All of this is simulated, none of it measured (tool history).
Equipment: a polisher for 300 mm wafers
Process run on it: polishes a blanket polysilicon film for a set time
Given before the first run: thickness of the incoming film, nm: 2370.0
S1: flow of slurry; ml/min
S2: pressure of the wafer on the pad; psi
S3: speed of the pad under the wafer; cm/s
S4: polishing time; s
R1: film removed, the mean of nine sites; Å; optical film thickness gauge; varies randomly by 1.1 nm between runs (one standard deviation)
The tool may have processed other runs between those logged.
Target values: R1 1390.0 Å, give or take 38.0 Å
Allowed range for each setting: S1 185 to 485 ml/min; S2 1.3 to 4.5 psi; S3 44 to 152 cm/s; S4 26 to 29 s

{"run": 1, "hour": 0.0, "S1": 310, "S2": 2.9, "S3": 98, "S4": 29, "R1": 2024.3}
{"run": 2, "hour": 7.0, "S1": 310, "S2": 3.2, "S3": 98, "S4": 29, "R1": 2164.2}
{"run": 3, "hour": 11.0, "S1": 310, "S2": 3.2, "S3": 110, "S4": 29, "R1": 2378.5}
{"run": 4, "hour": 19.4, "S1": 310, "S2": 3.0, "S3": 110, "S4": 29, "R1": 2295.5}
{"run": 5, "hour": 23.9, "S1": 310, "S2": 3.0, "S3": 110, "S4": 29, "R1": 2286.9}
{"run": 6, "hour": 27.8, "S1": 310, "S2": 2.8, "S3": 110, "S4": 29, "R1": 2168.5}
{"run": 7, "hour": 31.4, "S1": 310, "S2": 2.6, "S3": 110, "S4": 29, "R1": 2009.4}
{"run": 8, "hour": 34.4, "S1": 310, "S2": 2.5, "S3": 110, "S4": 29, "R1": 1981.4}
{"run": 9, "hour": 41.0, "S1": 310, "S2": 2.4, "S3": 110, "S4": 29, "R1": 1914.1}
{"run": 10, "hour": 48.8, "S1": 310, "S2": 2.3, "S3": 110, "S4": 29, "R1": 1854.8}
{"run": 11, "hour": 49.4, "S1": 310, "S2": 2.2, "S3": 110, "S4": 29, "R1": 1755.4}
{"run": 12, "hour": 57.6, "S1": 310, "S2": 2.2, "S3": 110, "S4": 29, "R1": 1796.9}
{"run": 13, "hour": 58.7, "S1": 310, "S2": 2.2, "S3": 110, "S4": 29, "R1": 1800.2}
{"run": 14, "hour": 67.4, "S1": 310, "S2": 2.1, "S3": 110, "S4": 29, "R1": 1716.1}
{"run": 15, "hour": 71.3, "S1": 310, "S2": 2.0, "S3": 110, "S4": 29, "R1": 1646.9}
{"run": 16, "hour": 74.7, "S1": 310, "S2": 1.9, "S3": 110, "S4": 29, "R1": 1577.3}
{"run": 17, "hour": 75.3, "S1": 305, "S2": 1.5, "S3": 110, "S4": 29, "R1": 1323.5}
{"run": 18, "hour": 80.9, "S1": 310, "S2": 1.5, "S3": 110, "S4": 29, "R1": 1331.4}

Which single option among these 5 for the next run brings every result within its allowed miss of target? Just one does.
{"run": "A", "hour": 86.5, "S1": 285, "S2": 1.4, "S3": 118, "S4": 28, "R1": "?"}
{"run": "B", "hour": 86.5, "S1": 330, "S2": 1.9, "S3": 102, "S4": 27, "R1": "?"}
{"run": "C", "hour": 86.5, "S1": 315, "S2": 1.7, "S3": 106, "S4": 26, "R1": "?"}
{"run": "D", "hour": 86.5, "S1": 285, "S2": 1.3, "S3": 118, "S4": 28, "R1": "?"}
{"run": "E", "hour": 86.5, "S1": 390, "S2": 1.5, "S3": 104, "S4": 29, "R1": "?"}

move=A R1=1308.4
move=B R1=1385.9
move=C R1=1269.5
move=D R1=1242.2
move=E R1=1285.7
A: its largest miss is bigger than the last run's
B: meets every target
C: its largest miss is bigger than the last run's
D: its largest miss is bigger than the last run's
E: its largest miss is bigger than the last run's
Answer: B
